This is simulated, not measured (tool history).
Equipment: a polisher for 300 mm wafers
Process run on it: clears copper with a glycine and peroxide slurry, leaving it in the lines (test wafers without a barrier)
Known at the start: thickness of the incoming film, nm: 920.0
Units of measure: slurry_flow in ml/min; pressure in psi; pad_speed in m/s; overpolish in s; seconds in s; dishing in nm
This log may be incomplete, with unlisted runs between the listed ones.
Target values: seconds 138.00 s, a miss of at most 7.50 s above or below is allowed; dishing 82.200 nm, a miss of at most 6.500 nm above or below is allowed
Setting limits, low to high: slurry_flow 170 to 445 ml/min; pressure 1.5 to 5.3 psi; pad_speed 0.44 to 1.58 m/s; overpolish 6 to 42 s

| run | hour | slurry_flow | pressure | pad_speed | overpolish | seconds | dishing |
|---|---|---|---|---|---|---|---|
| 1 | 0.0 | 285 | 3.4 | 1.00 | 21 | 176.27 | 75.594 |
| 2 | 5.9 | 285 | 3.6 | 1.00 | 20 | 171.38 | 74.918 |
| 3 | 10.2 | 230 | 3.6 | 1.00 | 20 | 169.90 | 73.960 |
| 4 | 14.4 | 295 | 3.6 | 1.00 | 20 | 171.72 | 72.856 |
| 5 | 22.1 | 295 | 3.8 | 1.00 | 20 | 166.42 | 77.500 |
| 6 | 28.5 | 295 | 4.5 | 1.00 | 20 | 145.51 | 81.784 |
| 7 | 36.1 | 295 | 4.5 | 1.00 | 20 | 151.10 | 81.930 |
| 8 | 44.9 | 295 | 4.6 | 1.00 | 20 | 144.81 | 80.181 |

Below are 4 possible settings for the next run. Only one of them brings all results inside the allowed miss of their targets. Which is it?
| A | 53.7 | 325 | 4.3 | 0.98 | 17 | ? | ? |
| B | 53.7 | 210 | 3.7 | 1.14 | 23 | ? | ? |
| C | 53.7 | 305 | 4.6 | 1.06 | 19 | ? | ? |
| D | 53.7 | 330 | 4.5 | 0.94 | 21 | ? | ? |

| move | seconds | dishing |
|---|---|---|
| A | 154.26 | 70.001 |
| B | 158.63 | 83.583 |
| C | 139.83 | 80.838 |
| D | 154.23 | 81.209 |
A: lands further from the targets than the last run did
B: lands further from the targets than the last run did
C: hits every target within its allowed miss
D: lands further from the targets than the last run did
Correct choice: C, which meets every target
